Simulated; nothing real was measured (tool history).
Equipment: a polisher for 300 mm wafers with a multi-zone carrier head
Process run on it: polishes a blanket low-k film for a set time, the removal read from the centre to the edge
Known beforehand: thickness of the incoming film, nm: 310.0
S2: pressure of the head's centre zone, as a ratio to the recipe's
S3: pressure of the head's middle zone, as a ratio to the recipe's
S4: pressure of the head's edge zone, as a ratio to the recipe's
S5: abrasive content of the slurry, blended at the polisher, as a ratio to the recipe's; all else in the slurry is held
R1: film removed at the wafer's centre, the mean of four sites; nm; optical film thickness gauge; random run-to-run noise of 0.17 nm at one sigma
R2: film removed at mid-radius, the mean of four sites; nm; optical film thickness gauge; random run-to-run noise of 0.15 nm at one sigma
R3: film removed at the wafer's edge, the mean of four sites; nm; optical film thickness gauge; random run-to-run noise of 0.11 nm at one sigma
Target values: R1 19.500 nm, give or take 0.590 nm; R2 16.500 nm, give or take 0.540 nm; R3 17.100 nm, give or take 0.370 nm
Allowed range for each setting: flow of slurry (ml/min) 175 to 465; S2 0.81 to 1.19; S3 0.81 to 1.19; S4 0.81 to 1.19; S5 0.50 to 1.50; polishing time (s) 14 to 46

{"run": 1, "hour": 0.0, "flow of slurry (ml/min)": 295, "S2": 1.0, "S3": 1.0, "S4": 1.0, "S5": 1.0, "polishing time (s)": 30, "R1": 18.817, "R2": 18.479, "R3": 19.455}
{"run": 2, "hour": 5.6, "flow of slurry (ml/min)": 265, "S2": 1.0, "S3": 1.0, "S4": 1.0, "S5": 1.0, "polishing time (s)": 30, "R1": 18.597, "R2": 18.671, "R3": 19.192}
{"run": 3, "hour": 10.2, "flow of slurry (ml/min)": 260, "S2": 1.01, "S3": 0.99, "S4": 0.98, "S5": 1.0, "polishing time (s)": 30, "R1": 18.413, "R2": 17.992, "R3": 19.187}
{"run": 4, "hour": 11.9, "flow of slurry (ml/min)": 260, "S2": 1.01, "S3": 1.03, "S4": 0.98, "S5": 1.0, "polishing time (s)": 30, "R1": 19.022, "R2": 19.08, "R3": 19.166}
{"run": 5, "hour": 20.5, "flow of slurry (ml/min)": 260, "S2": 1.02, "S3": 1.02, "S4": 0.96, "S5": 1.0, "polishing time (s)": 30, "R1": 18.994, "R2": 18.722, "R3": 19.056}
{"run": 6, "hour": 26.2, "flow of slurry (ml/min)": 260, "S2": 1.03, "S3": 1.02, "S4": 0.95, "S5": 1.0, "polishing time (s)": 30, "R1": 19.343, "R2": 18.643, "R3": 18.861}
{"run": 7, "hour": 31.3, "flow of slurry (ml/min)": 260, "S2": 1.04, "S3": 1.01, "S4": 0.93, "S5": 1.0, "polishing time (s)": 30, "R1": 19.202, "R2": 18.464, "R3": 18.491}
{"run": 8, "hour": 39.2, "flow of slurry (ml/min)": 260, "S2": 1.05, "S3": 1.0, "S4": 0.92, "S5": 1.0, "polishing time (s)": 30, "R1": 19.622, "R2": 18.3, "R3": 18.625}
{"run": 9, "hour": 48.1, "flow of slurry (ml/min)": 260, "S2": 1.06, "S3": 0.99, "S4": 0.91, "S5": 1.0, "polishing time (s)": 30, "R1": 19.899, "R2": 18.18, "R3": 18.435}
{"run": 10, "hour": 51.5, "flow of slurry (ml/min)": 260, "S2": 1.06, "S3": 0.98, "S4": 0.9, "S5": 1.0, "polishing time (s)": 30, "R1": 19.516, "R2": 18.247, "R3": 18.414}
{"run": 11, "hour": 59.8, "flow of slurry (ml/min)": 235, "S2": 1.14, "S3": 0.88, "S4": 0.82, "S5": 0.9, "polishing time (s)": 30, "R1": 19.792, "R2": 15.597, "R3": 16.715}
{"run": 12, "hour": 68.8, "flow of slurry (ml/min)": 235, "S2": 1.14, "S3": 0.89, "S4": 0.82, "S5": 0.9, "polishing time (s)": 30, "R1": 19.755, "R2": 15.85, "R3": 16.872}
{"hour": 71.0, "done": "slurry nozzle cleaned"}
{"run": 13, "hour": 71.0, "flow of slurry (ml/min)": 240, "S2": 1.12, "S3": 0.91, "S4": 0.83, "S5": 0.9, "polishing time (s)": 30, "R1": 20.224, "R2": 16.848, "R3": 17.266}
{"run": 14, "hour": 77.0, "flow of slurry (ml/min)": 235, "S2": 1.12, "S3": 0.91, "S4": 0.83, "S5": 0.9, "polishing time (s)": 30, "R1": 20.3, "R2": 16.658, "R3": 17.588}
{"run": 15, "hour": 85.3, "flow of slurry (ml/min)": 240, "S2": 1.12, "S3": 0.91, "S4": 0.83, "S5": 0.9, "polishing time (s)": 30, "R1": 20.261, "R2": 16.935, "R3": 17.216}
{"run": 16, "hour": 91.8, "flow of slurry (ml/min)": 235, "S2": 1.12, "S3": 0.91, "S4": 0.83, "S5": 0.9, "polishing time (s)": 30, "R1": 20.337, "R2": 16.64, "R3": 17.384}

Below are 5 possible settings for the next run. Only one of them brings all results inside the allowed miss of their targets. Which is it?
{"run": "A", "hour": 98.3, "flow of slurry (ml/min)": 280, "S2": 1.06, "S3": 0.91, "S4": 0.9, "S5": 1.1, "polishing time (s)": 26, "R1": "?", "R2": "?", "R3": "?"}
{"run": "B", "hour": 98.3, "flow of slurry (ml/min)": 220, "S2": 1.11, "S3": 0.93, "S4": 0.85, "S5": 0.75, "polishing time (s)": 32, "R1": "?", "R2": "?", "R3": "?"}
{"run": "C", "hour": 98.3, "flow of slurry (ml/min)": 285, "S2": 1.15, "S3": 0.98, "S4": 0.86, "S5": 0.9, "polishing time (s)": 29, "R1": "?", "R2": "?", "R3": "?"}
{"run": "D", "hour": 98.3, "flow of slurry (ml/min)": 245, "S2": 1.12, "S3": 0.92, "S4": 0.81, "S5": 0.85, "polishing time (s)": 31, "R1": "?", "R2": "?", "R3": "?"}
{"run": "E", "hour": 98.3, "flow of slurry (ml/min)": 220, "S2": 1.19, "S3": 0.88, "S4": 0.9, "S5": 0.55, "polishing time (s)": 37, "R1": "?", "R2": "?", "R3": "?"}

move=A R1=18.749 R2=16.176 R3=17.131
move=B R1=20.045 R2=16.864 R3=17.231
move=C R1=21.067 R2=17.795 R3=17.335
move=D R1=20.983 R2=17.310 R3=17.407
move=E R1=21.781 R2=16.316 R3=17.929
A: the result that was furthest off in the last run now lies on the other side of its target
B: every result lands within tolerance
C: lands further from the targets than the last run did
D: lands further from the targets than the last run did
E: lands further from the targets than the last run did
B is the move that brings every result within its allowed miss.
